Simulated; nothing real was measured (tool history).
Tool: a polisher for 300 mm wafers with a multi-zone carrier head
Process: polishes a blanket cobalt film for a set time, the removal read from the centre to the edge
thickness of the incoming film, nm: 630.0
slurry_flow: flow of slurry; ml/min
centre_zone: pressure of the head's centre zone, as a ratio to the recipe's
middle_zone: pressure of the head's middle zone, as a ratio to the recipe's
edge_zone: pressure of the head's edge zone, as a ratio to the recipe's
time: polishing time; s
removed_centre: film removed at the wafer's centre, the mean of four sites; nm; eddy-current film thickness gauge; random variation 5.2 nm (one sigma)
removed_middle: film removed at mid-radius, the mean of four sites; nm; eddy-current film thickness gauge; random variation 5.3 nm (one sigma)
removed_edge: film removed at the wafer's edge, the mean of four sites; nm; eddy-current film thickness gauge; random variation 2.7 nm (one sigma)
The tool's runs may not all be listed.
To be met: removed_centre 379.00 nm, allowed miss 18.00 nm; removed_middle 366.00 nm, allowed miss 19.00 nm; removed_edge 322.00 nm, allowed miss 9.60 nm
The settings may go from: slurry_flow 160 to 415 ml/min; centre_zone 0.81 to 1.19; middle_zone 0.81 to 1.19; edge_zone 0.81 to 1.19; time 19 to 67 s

{"run": 1, "hour": 0.0, "slurry_flow": 265, "centre_zone": 1.0, "middle_zone": 1.0, "edge_zone": 1.0, "time": 43, "removed_centre": 248.84, "removed_middle": 254.49, "removed_edge": 236.77}
{"run": 2, "hour": 4.1, "slurry_flow": 270, "centre_zone": 1.02, "middle_zone": 1.02, "edge_zone": 1.01, "time": 45, "removed_centre": 259.45, "removed_middle": 263.33, "removed_edge": 250.96}
{"run": 3, "hour": 6.4, "slurry_flow": 275, "centre_zone": 1.03, "middle_zone": 1.03, "edge_zone": 0.99, "time": 47, "removed_centre": 282.69, "removed_middle": 276.99, "removed_edge": 254.21}
{"run": 4, "hour": 15.4, "slurry_flow": 275, "centre_zone": 1.03, "middle_zone": 1.11, "edge_zone": 0.99, "time": 47, "removed_centre": 281.48, "removed_middle": 295.61, "removed_edge": 258.54}
{"run": 5, "hour": 18.8, "slurry_flow": 275, "centre_zone": 0.95, "middle_zone": 1.11, "edge_zone": 0.99, "time": 47, "removed_centre": 254.64, "removed_middle": 297.14, "removed_edge": 254.84}
{"run": 6, "hour": 22.0, "slurry_flow": 275, "centre_zone": 0.95, "middle_zone": 1.11, "edge_zone": 1.07, "time": 47, "removed_centre": 257.77, "removed_middle": 299.92, "removed_edge": 269.36}
{"run": 7, "hour": 26.6, "slurry_flow": 320, "centre_zone": 1.05, "middle_zone": 1.18, "edge_zone": 1.16, "time": 53, "removed_centre": 317.87, "removed_middle": 357.5, "removed_edge": 319.24}
{"run": 8, "hour": 33.3, "slurry_flow": 320, "centre_zone": 1.07, "middle_zone": 1.18, "edge_zone": 1.15, "time": 53, "removed_centre": 343.55, "removed_middle": 355.52, "removed_edge": 319.5}
{"run": 9, "hour": 40.0, "slurry_flow": 320, "centre_zone": 1.07, "middle_zone": 1.18, "edge_zone": 1.15, "time": 53, "removed_centre": 337.49, "removed_middle": 353.51, "removed_edge": 313.99}

Which of these 5 next moves meets every target?
{"run": "A", "hour": 46.7, "slurry_flow": 415, "centre_zone": 1.0, "middle_zone": 1.19, "edge_zone": 1.13, "time": 58, "removed_centre": "?", "removed_middle": "?", "removed_edge": "?"}
{"run": "B", "hour": 46.7, "slurry_flow": 365, "centre_zone": 1.08, "middle_zone": 1.19, "edge_zone": 1.08, "time": 53, "removed_centre": "?", "removed_middle": "?", "removed_edge": "?"}
{"run": "C", "hour": 46.7, "slurry_flow": 365, "centre_zone": 1.15, "middle_zone": 1.16, "edge_zone": 1.1, "time": 50, "removed_centre": "?", "removed_middle": "?", "removed_edge": "?"}
{"run": "D", "hour": 46.7, "slurry_flow": 310, "centre_zone": 1.16, "middle_zone": 1.16, "edge_zone": 1.11, "time": 55, "removed_centre": "?", "removed_middle": "?", "removed_edge": "?"}
{"run": "E", "hour": 46.7, "slurry_flow": 345, "centre_zone": 1.08, "middle_zone": 1.18, "edge_zone": 1.14, "time": 54, "removed_centre": "?", "removed_middle": "?", "removed_edge": "?"}

move=A removed_centre=353.42 removed_middle=406.97 removed_edge=354.94
move=B removed_centre=345.18 removed_middle=368.08 removed_edge=314.94
move=C removed_centre=346.83 removed_middle=339.53 removed_edge=299.84
move=D removed_centre=378.56 removed_middle=367.94 removed_edge=327.50
move=E removed_centre=349.80 removed_middle=370.47 removed_edge=328.16
A: further off than the last run
B: nearer than the last run, and not there yet
C: as far off as the last run
D: meets every target
E: nearer than the last run, and not there yet
Answer: D
